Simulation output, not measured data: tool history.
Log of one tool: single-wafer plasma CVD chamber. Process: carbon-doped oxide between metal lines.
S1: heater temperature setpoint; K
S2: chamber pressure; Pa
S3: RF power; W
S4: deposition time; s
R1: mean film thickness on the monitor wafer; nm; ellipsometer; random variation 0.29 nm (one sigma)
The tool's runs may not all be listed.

{"run": 1, "hour": 0.0, "S1": 618.15, "S2": 483, "S3": 560, "S4": 22.9, "R1": 131.01}
{"run": 2, "hour": 8.3, "S1": 618.15, "S2": 483, "S3": 560, "S4": 22.9, "R1": 131.17}
{"run": 3, "hour": 9.7, "S1": 618.15, "S2": 483, "S3": 560, "S4": 22.9, "R1": 131.06}
{"run": 4, "hour": 12.6, "S1": 618.15, "S2": 527, "S3": 560, "S4": 22.9, "R1": 131.54}
{"run": 5, "hour": 18.7, "S1": 616.15, "S2": 531, "S3": 565, "S4": 22.9, "R1": 133.55}
{"run": 6, "hour": 25.7, "S1": 616.15, "S2": 531, "S3": 565, "S4": 22.9, "R1": 133.36}

The next listed run, before its measurement:
{"run": 7, "hour": 29.4, "S1": 614.15, "S2": 536, "S3": 570, "S4": 22.9, "R1": "?"}

Run 7 gave R1 135.58 nm.
